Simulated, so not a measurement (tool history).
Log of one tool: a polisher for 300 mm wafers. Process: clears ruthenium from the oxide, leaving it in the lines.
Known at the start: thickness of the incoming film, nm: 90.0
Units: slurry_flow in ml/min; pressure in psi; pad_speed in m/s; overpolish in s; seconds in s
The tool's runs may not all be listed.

Run 1, day 0.000: slurry_flow 140 ml/min, pressure 1.6 psi, pad_speed 0.92 m/s, overpolish 3 s. Result: seconds 95.273 s.
Run 2, day 0.046: slurry_flow 135 ml/min, pressure 1.4 psi, pad_speed 0.84 m/s, overpolish 3 s. Result: seconds 118.620 s.
Run 3, day 0.342: slurry_flow 135 ml/min, pressure 1.4 psi, pad_speed 0.84 m/s, overpolish 3 s. Result: seconds 119.580 s.
Run 4, day 0.383: slurry_flow 130 ml/min, pressure 1.3 psi, pad_speed 0.78 m/s, overpolish 3 s. Result: seconds 137.910 s.
Run 5, day 0.462: slurry_flow 130 ml/min, pressure 1.3 psi, pad_speed 0.78 m/s, overpolish 3 s. Result: seconds 135.870 s.
Run 6, day 0.596: slurry_flow 125 ml/min, pressure 1.2 psi, pad_speed 0.72 m/s, overpolish 3 s. Result: seconds 162.220 s.
Run 7, day 0.629: slurry_flow 120 ml/min, pressure 1.1 psi, pad_speed 0.70 m/s, overpolish 3 s. Result: seconds 182.220 s.

Forecast run 8:
Run 8, day 0.804: slurry_flow 115 ml/min, pressure 1.0 psi, pad_speed 0.70 m/s, overpolish 3 s. Result: seconds ?.

seconds: 204.140 s
